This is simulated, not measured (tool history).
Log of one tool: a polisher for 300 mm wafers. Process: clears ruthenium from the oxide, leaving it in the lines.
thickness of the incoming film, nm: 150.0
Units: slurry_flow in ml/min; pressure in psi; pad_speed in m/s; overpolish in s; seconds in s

run 1 hour=0 | slurry_flow=290 pressure=2.3 pad_speed=1.14 overpolish=17 | seconds=125.1
run 2 hour=5.6 | slurry_flow=290 pressure=2.3 pad_speed=1.4 overpolish=17 | seconds=104.35
run 3 hour=10.2 | slurry_flow=290 pressure=2.3 pad_speed=1.4 overpolish=17 | seconds=103.34
run 4 hour=12.7 | slurry_flow=340 pressure=2.3 pad_speed=1.4 overpolish=17 | seconds=101.89
run 5 hour=21.2 | slurry_flow=335 pressure=2.1 pad_speed=1.28 overpolish=17 | seconds=121.94
run 6 hour=28.7 | slurry_flow=335 pressure=2.1 pad_speed=1.4 overpolish=17 | seconds=111.28

The next listed run, before its measurement:
run 7 hour=31 | slurry_flow=330 pressure=1.9 pad_speed=1.28 overpolish=17 | seconds=?

seconds: 132.04 s

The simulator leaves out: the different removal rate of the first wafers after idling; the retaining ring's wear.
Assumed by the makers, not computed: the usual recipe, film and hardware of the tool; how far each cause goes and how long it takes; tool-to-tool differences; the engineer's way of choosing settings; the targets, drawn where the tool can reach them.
